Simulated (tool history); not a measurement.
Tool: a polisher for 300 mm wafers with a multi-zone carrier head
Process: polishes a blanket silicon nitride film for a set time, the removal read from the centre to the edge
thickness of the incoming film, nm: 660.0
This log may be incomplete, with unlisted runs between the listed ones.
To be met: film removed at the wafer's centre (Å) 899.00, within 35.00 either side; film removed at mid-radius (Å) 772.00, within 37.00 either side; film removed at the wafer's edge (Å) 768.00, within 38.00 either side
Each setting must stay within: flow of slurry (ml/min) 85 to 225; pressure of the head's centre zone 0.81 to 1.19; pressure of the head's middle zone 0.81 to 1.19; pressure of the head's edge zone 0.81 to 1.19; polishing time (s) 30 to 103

run	day	flow of slurry (ml/min)	pressure of the head's centre zone	pressure of the head's middle zone	pressure of the head's edge zone	polishing time (s)	film removed at the wafer's centre (Å)	film removed at mid-radius (Å)	film removed at the wafer's edge (Å)
1	0.000	145	1.00	1.00	1.00	66	1076.10	971.49	1005.30
2	0.038	145	1.00	1.00	1.03	66	1097.70	968.60	1028.40
3	0.221	145	1.00	0.99	1.01	65	1066.10	951.91	1004.40
4	0.283	145	1.00	0.99	1.01	72	1164.40	1050.00	1133.50
# day 0.554: centre zone pressure recalibrated
5	0.554	145	1.00	0.99	1.01	80	1222.60	1187.20	1238.60
6	0.742	145	1.00	0.99	1.01	95	1465.10	1420.50	1473.10
7	0.775	145	1.00	0.99	1.01	95	1444.00	1399.50	1468.80
8	0.962	145	1.00	0.99	1.00	90	1345.10	1326.40	1381.00
9	1.117	145	1.10	0.94	0.90	72	1190.80	1053.20	1066.50
10	1.458	145	1.10	0.94	0.90	69	1147.70	1009.40	1004.60

5 next moves are on the table. One of them brings every result within its allowed miss. Which?
A	1.800	160	1.12	0.99	0.89	91	?	?	?
B	1.800	115	0.89	0.85	1.10	70	?	?	?
C	1.800	115	0.84	1.04	0.83	85	?	?	?
D	1.800	145	1.01	0.95	0.87	61	?	?	?
E	1.800	145	1.10	0.92	0.83	54	?	?	?

move	film removed at the wafer's centre (Å)	film removed at mid-radius (Å)	film removed at the wafer's edge (Å)
A	1563.20	1366.80	1314.20
B	881.13	885.27	1050.40
C	1010.40	1235.60	1138.60
D	924.65	874.69	862.44
E	891.88	757.13	750.53
A: further off than the last run
B: puts the biggest miss on target and leaves a different result outside tolerance
C: further off than the last run
D: puts the biggest miss on target and leaves a different result outside tolerance
E: all results in spec
So the answer is move E, the one that meets all the targets.

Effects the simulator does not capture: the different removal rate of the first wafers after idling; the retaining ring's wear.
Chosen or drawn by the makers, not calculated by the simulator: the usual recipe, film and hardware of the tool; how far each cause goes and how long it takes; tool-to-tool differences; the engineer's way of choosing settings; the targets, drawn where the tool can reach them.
